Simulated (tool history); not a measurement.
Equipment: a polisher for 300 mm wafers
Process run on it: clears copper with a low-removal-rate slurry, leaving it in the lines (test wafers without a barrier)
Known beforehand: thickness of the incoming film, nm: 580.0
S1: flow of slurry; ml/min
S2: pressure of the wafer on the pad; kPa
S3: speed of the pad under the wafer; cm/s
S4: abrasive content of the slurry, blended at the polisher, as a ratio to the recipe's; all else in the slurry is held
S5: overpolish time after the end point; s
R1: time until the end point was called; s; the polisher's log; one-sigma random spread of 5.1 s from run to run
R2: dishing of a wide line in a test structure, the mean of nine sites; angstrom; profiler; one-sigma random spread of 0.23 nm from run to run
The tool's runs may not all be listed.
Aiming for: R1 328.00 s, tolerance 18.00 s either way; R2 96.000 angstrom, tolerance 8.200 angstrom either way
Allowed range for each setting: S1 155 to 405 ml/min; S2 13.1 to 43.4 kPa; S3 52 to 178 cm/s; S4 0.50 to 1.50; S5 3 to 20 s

run 1 hour=0.0 | S1=260 S2=28.3 S3=114 S4=1.00 S5=10 | R1=147.57 R2=280.400
run 2 hour=3.1 | S1=325 S2=28.3 S3=114 S4=1.00 S5=10 | R1=145.15 R2=278.350
run 3 hour=11.6 | S1=325 S2=28.3 S3=114 S4=1.00 S5=12 | R1=149.28 R2=320.890
run 4 hour=19.4 | S1=325 S2=28.3 S3=114 S4=1.15 S5=12 | R1=146.32 R2=355.140
run 5 hour=27.3 | S1=325 S2=25.5 S3=114 S4=1.15 S5=12 | R1=155.53 R2=315.490
run 6 hour=34.6 | S1=325 S2=25.5 S3=98 S4=1.15 S5=12 | R1=180.94 R2=279.930
run 7 hour=39.8 | S1=325 S2=22.1 S3=86 S4=1.10 S5=10 | R1=224.54 R2=194.010
run 8 hour=45.4 | S1=325 S2=20.0 S3=80 S4=1.05 S5=9 | R1=277.57 R2=150.950
run 9 hour=51.2 | S1=325 S2=18.6 S3=80 S4=1.05 S5=8 | R1=290.05 R2=128.040
run 10 hour=56.6 | S1=325 S2=17.9 S3=80 S4=1.05 S5=7 | R1=294.80 R2=108.410
run 11 hour=62.6 | S1=325 S2=14.5 S3=78 S4=1.05 S5=7 | R1=353.56 R2=90.465

Consider the 5 candidate settings below. Which is the only one whose results all fall within their allowed miss of target?
run A hour=68.6 | S1=345 S2=13.8 S3=68 S4=0.85 S5=9 | R1=? R2=?
run B hour=68.6 | S1=280 S2=13.1 S3=96 S4=1.10 S5=6 | R1=? R2=?
run C hour=68.6 | S1=305 S2=13.8 S3=70 S4=1.15 S5=7 | R1=? R2=?
run D hour=68.6 | S1=330 S2=16.5 S3=74 S4=1.05 S5=7 | R1=? R2=?
run E hour=68.6 | S1=310 S2=13.8 S3=74 S4=1.10 S5=7 | R1=? R2=?

move=A R1=427.76 R2=95.323
move=B R1=321.20 R2=84.985
move=C R1=399.01 R2=80.042
move=D R1=332.86 R2=95.488
move=E R1=383.26 R2=83.210
A: moves away from the targets compared with the last run
B: the worst result of the last run now meets its target, but another is out of spec
C: moves away from the targets compared with the last run
D: all results land within tolerance of their targets
E: moves away from the targets compared with the last run
D is the move that brings every result within its allowed miss.

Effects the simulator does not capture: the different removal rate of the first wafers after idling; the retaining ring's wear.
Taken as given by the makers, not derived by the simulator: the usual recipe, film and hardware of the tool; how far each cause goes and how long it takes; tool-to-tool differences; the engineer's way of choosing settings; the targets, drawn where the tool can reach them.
